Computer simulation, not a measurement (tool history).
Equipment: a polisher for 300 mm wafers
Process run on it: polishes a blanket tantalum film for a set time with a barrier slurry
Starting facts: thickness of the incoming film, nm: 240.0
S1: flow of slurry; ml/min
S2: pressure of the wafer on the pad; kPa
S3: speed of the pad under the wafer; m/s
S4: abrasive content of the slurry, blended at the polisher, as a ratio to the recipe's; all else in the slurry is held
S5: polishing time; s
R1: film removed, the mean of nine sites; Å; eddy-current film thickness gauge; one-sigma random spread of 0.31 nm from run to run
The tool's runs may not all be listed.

{"run": 1, "hour": 0.0, "S1": 130, "S2": 10.3, "S3": 1.1, "S4": 1, "S5": 36, "R1": 467.6}
{"run": 2, "hour": 6.0, "S1": 125, "S2": 9.7, "S3": 1.1, "S4": 1, "S5": 36, "R1": 430.17}
{"run": 3, "hour": 10.5, "S1": 125, "S2": 9.7, "S3": 1.1, "S4": 1.1, "S5": 36, "R1": 437}
{"run": 4, "hour": 14.1, "S1": 125, "S2": 9.7, "S3": 1.22, "S4": 1.1, "S5": 36, "R1": 484.09}
{"run": 5, "hour": 16.6, "S1": 140, "S2": 9.7, "S3": 1.22, "S4": 1.1, "S5": 36, "R1": 512.91}
{"run": 6, "hour": 23.1, "S1": 140, "S2": 9.7, "S3": 1.22, "S4": 1.2, "S5": 36, "R1": 503.42}
{"run": 7, "hour": 24.8, "S1": 135, "S2": 9, "S3": 1.22, "S4": 1.2, "S5": 36, "R1": 475.73}

Expected results for the next run?
{"run": 8, "hour": 30.4, "S1": 135, "S2": 9, "S3": 1.22, "S4": 1.2, "S5": 36, "R1": "?"}

{"run 8": {"R1": 475.71}}
